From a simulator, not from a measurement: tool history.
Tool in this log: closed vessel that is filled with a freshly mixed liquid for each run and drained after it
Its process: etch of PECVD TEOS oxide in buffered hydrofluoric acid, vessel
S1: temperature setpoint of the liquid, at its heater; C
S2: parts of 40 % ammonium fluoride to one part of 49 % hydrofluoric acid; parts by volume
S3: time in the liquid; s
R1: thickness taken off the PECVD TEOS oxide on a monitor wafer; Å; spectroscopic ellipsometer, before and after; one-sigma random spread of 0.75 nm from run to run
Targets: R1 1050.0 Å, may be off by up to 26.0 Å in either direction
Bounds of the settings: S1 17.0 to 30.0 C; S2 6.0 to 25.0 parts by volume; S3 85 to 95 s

run	day	S1	S2	S3	R1
1	0.000	22.0	15.5	85	1406.7
2	0.296	22.0	11.5	85	1862.7
3	0.479	21.0	12.5	85	1646.1
4	0.592	23.5	12.5	85	1875.8
5	0.933	23.5	12.5	85	1889.4
6	1.192	20.0	12.5	85	1551.4
7	1.408	19.5	13.0	85	1449.1
8	1.588	19.0	13.5	85	1365.2
9	1.788	18.5	14.0	85	1267.7
# day 2.088: thermometer replaced
10	2.088	18.0	14.5	85	1264.1
11	2.138	18.0	15.0	85	1216.2
12	2.183	18.0	15.0	85	1218.1
13	2.350	18.0	15.5	85	1181.5
14	2.538	18.0	15.5	85	1189.8
15	2.904	18.0	16.0	85	1141.6

Which single option among these 5 for the next run brings every result within its allowed miss of target? Just one does.
A	3.271	18.0	15.5	85	?
B	3.271	17.0	16.0	95	?
C	3.271	17.5	14.5	85	?
D	3.271	17.0	14.5	85	?
E	3.271	17.0	16.5	85	?

move	R1
A	1205.3
B	1233.2
C	1250.9
D	1215.7
E	1070.4
A: misses by more than the last run did
B: misses by more than the last run did
C: misses by more than the last run did
D: misses by more than the last run did
E: all results in spec
The right move is E.
